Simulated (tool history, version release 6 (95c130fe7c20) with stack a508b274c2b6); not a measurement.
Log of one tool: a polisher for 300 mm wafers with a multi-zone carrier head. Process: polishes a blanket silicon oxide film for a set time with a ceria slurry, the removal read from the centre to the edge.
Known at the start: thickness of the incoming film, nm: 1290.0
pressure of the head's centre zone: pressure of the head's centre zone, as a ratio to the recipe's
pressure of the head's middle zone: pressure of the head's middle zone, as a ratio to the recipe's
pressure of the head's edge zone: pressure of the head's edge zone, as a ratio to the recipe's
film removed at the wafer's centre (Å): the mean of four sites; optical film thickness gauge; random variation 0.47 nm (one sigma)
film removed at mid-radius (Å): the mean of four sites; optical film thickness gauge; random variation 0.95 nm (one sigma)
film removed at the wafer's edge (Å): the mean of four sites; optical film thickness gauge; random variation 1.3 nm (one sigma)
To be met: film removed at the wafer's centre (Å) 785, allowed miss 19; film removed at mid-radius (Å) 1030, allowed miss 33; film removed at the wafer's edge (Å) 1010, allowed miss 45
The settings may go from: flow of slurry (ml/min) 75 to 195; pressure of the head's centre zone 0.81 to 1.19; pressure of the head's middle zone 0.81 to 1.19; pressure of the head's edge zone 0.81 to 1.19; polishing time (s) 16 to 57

run,hour,flow of slurry (ml/min),pressure of the head's centre zone,pressure of the head's middle zone,pressure of the head's edge zone,polishing time (s),film removed at the wafer's centre (Å),film removed at mid-radius (Å),film removed at the wafer's edge (Å)
1,0,125,1,1,1,36,910.55,909.12,903.69
2,3.4,115,0.95,1.04,1.05,37,866.47,940.18,935.87
3,11.4,115,0.95,0.98,1.05,37,863.72,899.87,898.8
4,16.5,115,0.95,1.02,1.05,37,857.58,930.05,918
5,18.4,110,0.93,1.06,1.1,37,840.98,942.82,920.97
6,20.7,105,0.89,1.07,1.13,38,807.91,970.63,973.56
7,23.1,105,0.88,1.09,1.14,38,801.64,988.06,951.09
8,29.3,100,0.86,1.09,1.15,39,790.57,969.88,994.09

5 next moves are on the table. One of them brings every result within its allowed miss. Which?
A,35.5,100,0.82,1.08,1.13,41,?,?,?
B,35.5,85,0.95,0.95,1.18,39,?,?,?
C,35.5,75,0.91,1.01,1.19,44,?,?,?
D,35.5,105,0.91,1.09,1.19,38,?,?,?
E,35.5,80,0.88,1.05,1.19,42,?,?,?

move,film removed at the wafer's centre (Å),film removed at mid-radius (Å),film removed at the wafer's edge (Å)
A,780.61,1042.8,1014.4
B,804.61,839.49,946.77
C,816.97,946.08,1035.6
D,817.99,988.54,969.62
E,779.81,960.22,1005.7
A: meets every target
B: further off than the last run
C: further off than the last run
D: as far off as the last run
E: further off than the last run
The right move is A.
